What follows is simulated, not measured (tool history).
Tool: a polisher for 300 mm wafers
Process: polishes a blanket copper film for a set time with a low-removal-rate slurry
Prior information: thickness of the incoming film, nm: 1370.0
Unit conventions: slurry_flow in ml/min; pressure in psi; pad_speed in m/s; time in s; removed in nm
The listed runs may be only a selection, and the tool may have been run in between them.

run 1 hour=0 | slurry_flow=180 pressure=1.6 pad_speed=1.12 slurry_solids=1 time=46 | removed=86.732
run 2 hour=3.6 | slurry_flow=200 pressure=1.6 pad_speed=1.12 slurry_solids=1 time=46 | removed=88.687
run 3 hour=12.4 | slurry_flow=205 pressure=1.9 pad_speed=1.12 slurry_solids=1 time=46 | removed=104.48
run 4 hour=17.1 | slurry_flow=205 pressure=2.1 pad_speed=1.14 slurry_solids=1 time=46 | removed=116.6
-- hour=25.5 worn pad replaced by a new one
run 5 hour=25.5 | slurry_flow=220 pressure=2.1 pad_speed=1.14 slurry_solids=1 time=46 | removed=127.6
run 6 hour=28.7 | slurry_flow=190 pressure=2.1 pad_speed=1.14 slurry_solids=1 time=46 | removed=124.24
run 7 hour=32.1 | slurry_flow=190 pressure=2.2 pad_speed=1.14 slurry_solids=1 time=46 | removed=130.52

Forecast run 8:
run 8 hour=39.6 | slurry_flow=190 pressure=2.3 pad_speed=1.14 slurry_solids=1 time=46 | removed=?

Run 8 produced removed 135.04 nm.
